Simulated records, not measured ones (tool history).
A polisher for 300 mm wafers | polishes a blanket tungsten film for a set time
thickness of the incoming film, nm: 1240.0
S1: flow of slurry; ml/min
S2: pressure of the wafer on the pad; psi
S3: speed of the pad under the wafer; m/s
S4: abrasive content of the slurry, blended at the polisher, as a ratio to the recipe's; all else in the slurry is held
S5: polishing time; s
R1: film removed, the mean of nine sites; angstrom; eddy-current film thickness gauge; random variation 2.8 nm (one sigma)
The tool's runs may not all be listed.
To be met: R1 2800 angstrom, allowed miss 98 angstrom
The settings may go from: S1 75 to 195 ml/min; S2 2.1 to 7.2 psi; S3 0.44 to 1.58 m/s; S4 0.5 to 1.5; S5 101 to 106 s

run,hour,S1,S2,S3,S4,S5,R1
1,0,125,4.6,1,1,101,4483.2
2,6.2,120,4.2,1,1,101,4087.6
3,12.4,115,3.9,1,1,101,3711.5
4,21.4,115,3.9,1,1.1,101,3888.2
5,30.4,110,3.7,1,1.1,101,3631.9
# hour 35.6: slurry tank refilled with fresh slurry and peroxide
6,35.6,105,3.5,1,1.1,101,4013.4
7,39.1,120,3.4,1,1.1,101,4171.8
8,43,110,3.3,0.98,1.1,101,3869.6
9,44.4,85,2.1,0.96,1.1,101,2345.1
10,53.4,90,2.1,0.96,1.1,101,2332.3

5 next moves are on the table. One of them brings every result within its allowed miss. Which?
A,62.4,135,2.6,0.92,1.05,106,?
B,62.4,75,2.4,1.12,1.25,103,?
C,62.4,110,2.8,0.86,1.15,106,?
D,62.4,95,2.2,1.26,1.05,102,?
E,62.4,95,2.4,0.98,1.1,105,?

move,R1
A,3125.7
B,3128.5
C,3104
D,3230.9
E,2870.2
A: takes the result that was furthest off past its target
B: takes the result that was furthest off past its target
C: takes the result that was furthest off past its target
D: takes the result that was furthest off past its target
E: meets every target
Move E is the one to make.
